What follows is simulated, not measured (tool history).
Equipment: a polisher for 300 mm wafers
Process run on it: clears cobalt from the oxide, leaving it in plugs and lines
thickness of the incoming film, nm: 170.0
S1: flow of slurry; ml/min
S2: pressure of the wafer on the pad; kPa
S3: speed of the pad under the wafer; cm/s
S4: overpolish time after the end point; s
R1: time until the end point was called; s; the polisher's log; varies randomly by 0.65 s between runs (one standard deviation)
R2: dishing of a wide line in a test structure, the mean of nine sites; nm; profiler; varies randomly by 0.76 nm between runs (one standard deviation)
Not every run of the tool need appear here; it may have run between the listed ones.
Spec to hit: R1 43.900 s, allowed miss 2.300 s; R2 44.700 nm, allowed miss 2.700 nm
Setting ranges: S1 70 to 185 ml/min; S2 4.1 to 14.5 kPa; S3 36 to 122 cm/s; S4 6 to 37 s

run	hour	S1	S2	S3	S4	R1	R2
1	0.0	120	9.0	78	19	67.112	33.479
2	2.5	120	9.0	92	19	55.064	35.338
3	9.9	120	9.0	92	22	56.463	37.819
4	15.9	120	9.0	92	16	56.072	32.202
5	22.5	120	9.0	92	17	56.429	33.054
6	24.7	120	9.0	92	18	55.801	33.519
7	30.9	120	9.0	92	19	57.715	34.900
8	32.3	125	10.3	92	21	49.357	37.973

Below are 4 possible settings for the next run. Only one of them brings all results inside the allowed miss of their targets. Which is it?
A	33.7	115	10.3	118	25	?	?
B	33.7	110	11.0	112	25	?	?
C	33.7	155	9.0	114	33	?	?
D	33.7	175	11.0	100	28	?	?

move	R1	R2
A	38.905	43.151
B	38.817	43.163
C	43.748	44.496
D	39.877	43.937
A: puts the biggest miss on target and leaves a different result outside tolerance
B: puts the biggest miss on target and leaves a different result outside tolerance
C: meets every target
D: puts the biggest miss on target and leaves a different result outside tolerance
So the answer is move C, the one that meets all the targets.
